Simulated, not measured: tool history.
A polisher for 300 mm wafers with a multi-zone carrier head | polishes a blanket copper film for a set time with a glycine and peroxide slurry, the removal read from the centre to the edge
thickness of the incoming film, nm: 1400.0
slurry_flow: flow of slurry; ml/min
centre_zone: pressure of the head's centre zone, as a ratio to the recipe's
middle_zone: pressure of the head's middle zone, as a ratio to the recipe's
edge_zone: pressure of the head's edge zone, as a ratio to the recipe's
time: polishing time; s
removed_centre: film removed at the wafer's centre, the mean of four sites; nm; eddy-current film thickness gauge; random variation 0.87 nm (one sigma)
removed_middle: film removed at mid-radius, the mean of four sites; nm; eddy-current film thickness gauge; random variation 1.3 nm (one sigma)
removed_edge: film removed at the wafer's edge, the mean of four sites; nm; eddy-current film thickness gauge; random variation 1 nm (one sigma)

run,hour,slurry_flow,centre_zone,middle_zone,edge_zone,time,removed_centre,removed_middle,removed_edge
1,0,230,1,1,1,71,285.72,285.56,283.07
2,3.8,230,1,1,0.94,71,290.29,284.7,278.37
3,9.9,205,0.95,0.98,0.93,61,232.1,239.23,235.39
4,16.9,205,0.95,0.98,0.93,78,297.46,303.55,298.53
5,18.1,190,0.91,0.96,0.92,66,238.37,254.38,250.31
6,25.7,180,0.89,0.93,0.92,57,199,208.17,215.86
7,32.7,170,0.87,0.93,0.91,51,173.86,185.57,191.2
8,37.6,165,0.85,0.93,0.91,48,158.79,176.19,178.45
9,40.1,160,0.84,0.92,0.91,46,149.08,167.33,170.66
10,48.5,140,0.81,0.87,0.88,39,119.42,132.16,141.04
11,49.3,140,0.81,0.87,0.88,39,118.69,134.52,142.65

The next listed run, before its measurement:
12,56.9,155,0.81,0.87,0.88,39,?,?,?

removed_centre: 120.44 nm
removed_middle: 133.18 nm
removed_edge: 142.26 nm

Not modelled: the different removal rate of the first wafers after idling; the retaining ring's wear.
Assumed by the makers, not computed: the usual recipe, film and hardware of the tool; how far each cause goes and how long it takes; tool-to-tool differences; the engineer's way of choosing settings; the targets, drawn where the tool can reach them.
